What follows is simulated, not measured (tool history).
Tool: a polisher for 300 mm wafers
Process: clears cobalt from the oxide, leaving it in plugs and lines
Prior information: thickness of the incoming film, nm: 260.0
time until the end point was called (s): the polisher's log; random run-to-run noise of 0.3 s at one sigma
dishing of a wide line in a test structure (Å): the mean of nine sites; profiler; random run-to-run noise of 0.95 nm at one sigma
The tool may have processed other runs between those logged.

| run | hour | flow of slurry (ml/min) | pressure of the wafer on the pad (kPa) | speed of the pad under the wafer (cm/s) | overpolish time after the end point (s) | time until the end point was called (s) | dishing of a wide line in a test structure (Å) |
|---|---|---|---|---|---|---|---|
| 1 | 0.0 | 245 | 16.5 | 84 | 27 | 49.397 | 582.88 |
| 2 | 1.6 | 250 | 17.9 | 84 | 26 | 47.345 | 575.24 |
| 3 | 9.1 | 250 | 19.3 | 84 | 26 | 44.398 | 585.08 |
| 4 | 17.3 | 250 | 19.3 | 84 | 33 | 44.061 | 597.32 |
| 5 | 19.2 | 250 | 17.9 | 84 | 33 | 46.947 | 588.04 |
| 6 | 22.5 | 250 | 19.3 | 84 | 33 | 43.631 | 614.45 |

Predict the results of run 7:
| 7 | 30.7 | 250 | 20.7 | 84 | 31 | ? | ? |

Run 7 came out at time until the end point was called (s) 41.483, dishing of a wide line in a test structure (Å) 607.61.
